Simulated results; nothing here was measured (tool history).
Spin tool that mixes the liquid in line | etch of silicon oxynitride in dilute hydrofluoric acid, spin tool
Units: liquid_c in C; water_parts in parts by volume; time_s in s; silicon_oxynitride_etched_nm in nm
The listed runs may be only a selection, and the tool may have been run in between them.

run	hour	liquid_c	water_parts	time_s	silicon_oxynitride_etched_nm
1	0	20	40	140	10.011
2	7.7	21.5	40	140	10.975
3	14.5	21.5	40	150	11.701
4	18.3	21.5	40	140	10.755
5	21.9	19	40	140	9.6975
6	29.1	20.5	40	140	10.462
7	34.1	22	40	140	11.138
8	41.5	23	40	140	11.767
9	50.3	23.5	40	140	12.028
10	56.8	24	40	140	12.199

Run 11 has not been measured yet. What should we expect?
11	61.4	24.5	40	140	?

Run 11 yielded silicon_oxynitride_etched_nm 12.651 nm.
